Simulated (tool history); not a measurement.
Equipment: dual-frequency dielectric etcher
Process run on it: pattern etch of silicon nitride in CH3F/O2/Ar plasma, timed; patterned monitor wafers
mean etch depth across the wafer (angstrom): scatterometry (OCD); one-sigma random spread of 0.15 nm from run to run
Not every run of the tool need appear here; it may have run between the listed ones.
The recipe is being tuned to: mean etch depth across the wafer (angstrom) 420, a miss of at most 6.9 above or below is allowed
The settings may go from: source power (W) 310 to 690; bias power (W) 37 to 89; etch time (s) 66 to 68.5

| run | hour | source power (W) | bias power (W) | etch time (s) | mean etch depth across the wafer (angstrom) |
|---|---|---|---|---|---|
| 1 | 0 | 500 | 63 | 66 | 464.05 |
| 2 | 2.7 | 460 | 62 | 66 | 442.17 |
| 3 | 8.6 | 460 | 68 | 66 | 458.08 |
| 4 | 12.1 | 540 | 68 | 66 | 493.06 |
| 5 | 14.1 | 540 | 62 | 66 | 475.55 |
| 6 | 16.5 | 500 | 61 | 66 | 457.87 |
|  | 25.5 | bias power generator calibrated |
| 7 | 25.5 | 470 | 60 | 66 | 447.31 |
| 8 | 29.1 | 450 | 59 | 66 | 436.66 |
| 9 | 38 | 440 | 59 | 66 | 432.72 |

Exercise: of the 5 proposed moves below, exactly one satisfies all targets within the stated allowed misses. Which move is it?
| A | 46.9 | 390 | 57 | 67 | ? |
| B | 46.9 | 480 | 48 | 66.5 | ? |
| C | 46.9 | 450 | 60 | 67 | ? |
| D | 46.9 | 440 | 61 | 66 | ? |
| E | 46.9 | 420 | 62 | 68 | ? |

| move | mean etch depth across the wafer (angstrom) |
|---|---|
| A | 404.13 |
| B | 420.67 |
| C | 444.13 |
| D | 435.1 |
| E | 440.19 |
A: the result that was furthest off in the last run now lies on the other side of its target
B: meets every target
C: the biggest miss grows against the last run
D: the biggest miss grows against the last run
E: the biggest miss grows against the last run
B meets every target.
